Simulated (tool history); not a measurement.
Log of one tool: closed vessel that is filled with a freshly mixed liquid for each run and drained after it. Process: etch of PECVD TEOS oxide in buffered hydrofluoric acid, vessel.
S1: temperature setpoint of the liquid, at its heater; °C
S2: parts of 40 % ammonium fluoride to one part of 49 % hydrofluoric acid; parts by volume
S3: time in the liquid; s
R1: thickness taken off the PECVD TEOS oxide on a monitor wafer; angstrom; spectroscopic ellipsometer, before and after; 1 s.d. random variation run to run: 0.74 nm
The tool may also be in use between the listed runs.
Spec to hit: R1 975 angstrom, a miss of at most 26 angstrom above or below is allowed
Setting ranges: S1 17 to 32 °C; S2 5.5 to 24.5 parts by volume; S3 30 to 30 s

Run 1, day 0: S1 24 °C, S2 15 parts by volume, S3 30 s. Result: R1 428.34 angstrom.
Run 2, day 0.333: S1 21 °C, S2 15 parts by volume, S3 30 s. Result: R1 365.12 angstrom.
Run 3, day 0.392: S1 23 °C, S2 14 parts by volume, S3 30 s. Result: R1 435.08 angstrom.
Run 4, day 0.633: S1 23 °C, S2 14 parts by volume, S3 30 s. Result: R1 432.75 angstrom.
Run 5, day 0.962: S1 23 °C, S2 11.5 parts by volume, S3 30 s. Result: R1 532.42 angstrom.
Run 6, day 1.112: S1 23 °C, S2 15 parts by volume, S3 30 s. Result: R1 405.12 angstrom.
Run 7, day 1.212: S1 24.5 °C, S2 14 parts by volume, S3 30 s. Result: R1 474.36 angstrom.
Run 8, day 1.546: S1 26 °C, S2 13 parts by volume, S3 30 s. Result: R1 546.66 angstrom.
Run 9, day 1.867: S1 27 °C, S2 12.5 parts by volume, S3 30 s. Result: R1 603.79 angstrom.

Pick the move, out of 5, that brings all results within their allowed miss; only one does.
Run A, day 2.188: S1 27 °C, S2 19 parts by volume, S3 30 s. Result: R1 ?.
Run B, day 2.188: S1 27 °C, S2 7 parts by volume, S3 30 s. Result: R1 ?.
Run C, day 2.188: S1 29.5 °C, S2 7.5 parts by volume, S3 30 s. Result: R1 ?.
Run D, day 2.188: S1 24.5 °C, S2 6.5 parts by volume, S3 30 s. Result: R1 ?.
Run E, day 2.188: S1 23 °C, S2 8 parts by volume, S3 30 s. Result: R1 ?.

move      R1
   A  400.24
   B  1052.2
   C    1115
   D  980.79
   E  733.62
A: moves away from the targets compared with the last run
B: pushes the last run's worst result past its target
C: pushes the last run's worst result past its target
D: hits every target within its allowed miss
E: closer than the last run, but not yet in spec
Correct choice: D, which meets every target

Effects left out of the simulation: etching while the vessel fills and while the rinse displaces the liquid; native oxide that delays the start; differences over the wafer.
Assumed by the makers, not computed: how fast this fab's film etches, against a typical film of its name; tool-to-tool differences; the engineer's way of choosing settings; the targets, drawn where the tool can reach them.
